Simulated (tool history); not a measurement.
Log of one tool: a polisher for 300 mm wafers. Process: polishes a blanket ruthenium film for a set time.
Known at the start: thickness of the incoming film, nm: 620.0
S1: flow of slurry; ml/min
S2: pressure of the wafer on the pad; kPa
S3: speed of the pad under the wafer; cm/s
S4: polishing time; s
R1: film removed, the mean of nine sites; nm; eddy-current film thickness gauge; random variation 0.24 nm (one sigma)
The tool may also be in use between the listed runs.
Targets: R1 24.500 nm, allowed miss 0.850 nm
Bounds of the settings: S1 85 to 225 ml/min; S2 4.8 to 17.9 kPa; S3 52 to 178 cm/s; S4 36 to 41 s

run,hour,S1,S2,S3,S4,R1
1,0.0,145,11.0,114,41,43.677
2,2.2,145,13.8,114,41,52.297
3,4.5,145,12.4,112,41,47.575
4,7.1,145,11.7,110,41,44.056
5,13.2,145,11.0,108,41,41.398
6,14.1,145,11.0,108,36,36.773
7,19.7,125,7.6,106,36,26.498
8,23.5,115,7.6,106,36,25.947
9,27.0,105,7.6,106,36,25.407
10,29.0,100,7.6,106,36,25.444

Which of these 5 next moves meets every target?
A,31.0,90,8.3,88,37,?
B,31.0,85,11.0,92,36,?
C,31.0,85,6.9,102,36,?
D,31.0,170,6.2,108,36,?
E,31.0,145,5.5,132,36,?

move,R1
A,22.844
B,28.519
C,22.290
D,24.476
E,26.946
A: takes the result that was furthest off past its target
B: further off than the last run
C: takes the result that was furthest off past its target
D: meets every target
E: further off than the last run
Move D is the one to make.
